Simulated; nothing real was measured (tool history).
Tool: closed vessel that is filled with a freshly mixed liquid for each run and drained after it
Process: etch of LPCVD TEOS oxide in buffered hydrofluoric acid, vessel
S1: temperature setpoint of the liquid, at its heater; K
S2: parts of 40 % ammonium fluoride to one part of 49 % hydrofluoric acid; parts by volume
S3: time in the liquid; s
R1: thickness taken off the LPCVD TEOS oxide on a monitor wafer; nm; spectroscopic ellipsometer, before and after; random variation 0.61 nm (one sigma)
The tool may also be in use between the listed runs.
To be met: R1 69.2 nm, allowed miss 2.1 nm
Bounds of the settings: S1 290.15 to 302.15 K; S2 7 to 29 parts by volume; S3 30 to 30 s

run 1 hour=0 | S1=294.15 S2=18 S3=30 | R1=37.844
run 2 hour=1 | S1=296.15 S2=17 S3=30 | R1=43.979
run 3 hour=2.4 | S1=298.65 S2=17 S3=30 | R1=50.893
run 4 hour=7.8 | S1=299.65 S2=16.5 S3=30 | R1=54.451
-- hour=11.5 thermometer replaced
run 5 hour=11.5 | S1=300.15 S2=16 S3=30 | R1=55.234
run 6 hour=19.1 | S1=301.65 S2=16 S3=30 | R1=59.868
run 7 hour=24.2 | S1=301.65 S2=15.5 S3=30 | R1=60.807
run 8 hour=26.4 | S1=302.15 S2=13 S3=30 | R1=74.522
run 9 hour=27 | S1=301.65 S2=13 S3=30 | R1=74

Which of these 5 next moves meets every target?
run A hour=27.6 | S1=292.65 S2=8 S3=30 | R1=?
run B hour=27.6 | S1=302.15 S2=12.5 S3=30 | R1=?
run C hour=27.6 | S1=302.15 S2=12 S3=30 | R1=?
run D hour=27.6 | S1=301.15 S2=11.5 S3=30 | R1=?
run E hour=27.6 | S1=301.15 S2=12 S3=30 | R1=?

move=A R1=68.695
move=B R1=76.35
move=C R1=79.455
move=D R1=78.549
move=E R1=75.354
A: meets every target
B: further off than the last run
C: further off than the last run
D: further off than the last run
E: further off than the last run
Answer: A

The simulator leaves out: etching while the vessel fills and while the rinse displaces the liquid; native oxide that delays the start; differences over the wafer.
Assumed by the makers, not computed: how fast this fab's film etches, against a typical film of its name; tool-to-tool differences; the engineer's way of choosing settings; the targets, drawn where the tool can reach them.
